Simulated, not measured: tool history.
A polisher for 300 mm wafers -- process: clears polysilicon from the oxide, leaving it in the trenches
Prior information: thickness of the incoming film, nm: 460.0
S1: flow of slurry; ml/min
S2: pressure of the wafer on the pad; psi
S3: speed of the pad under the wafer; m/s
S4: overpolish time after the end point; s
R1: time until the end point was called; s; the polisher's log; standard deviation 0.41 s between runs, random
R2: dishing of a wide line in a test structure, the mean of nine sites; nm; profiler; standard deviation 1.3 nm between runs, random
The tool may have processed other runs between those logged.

Run 1, day 0: S1 175 ml/min, S2 3.3 psi, S3 0.94 m/s, S4 26 s. Result: R1 27.24 s, R2 91.279 nm.
Run 2, day 0.321: S1 175 ml/min, S2 3.1 psi, S3 0.94 m/s, S4 25 s. Result: R1 29.329 s, R2 92.053 nm.
Run 3, day 0.667: S1 175 ml/min, S2 3.1 psi, S3 1.16 m/s, S4 25 s. Result: R1 23.803 s, R2 89.321 nm.
Run 4, day 0.892: S1 175 ml/min, S2 2.9 psi, S3 1.16 m/s, S4 25 s. Result: R1 24.976 s, R2 94.303 nm.
Run 5, day 1.158: S1 170 ml/min, S2 2.9 psi, S3 1.1 m/s, S4 23 s. Result: R1 26.72 s, R2 91.771 nm.
Run 6, day 1.467: S1 170 ml/min, S2 2.9 psi, S3 1.1 m/s, S4 15 s. Result: R1 26.329 s, R2 87.085 nm.

Estimate the outcome of run 7 from the log above:
Run 7, day 1.746: S1 160 ml/min, S2 1.9 psi, S3 1.06 m/s, S4 22 s. Result: R1 ?, R2 ?.

Logged for run 7: R1 40.808 s, R2 89.821 nm.

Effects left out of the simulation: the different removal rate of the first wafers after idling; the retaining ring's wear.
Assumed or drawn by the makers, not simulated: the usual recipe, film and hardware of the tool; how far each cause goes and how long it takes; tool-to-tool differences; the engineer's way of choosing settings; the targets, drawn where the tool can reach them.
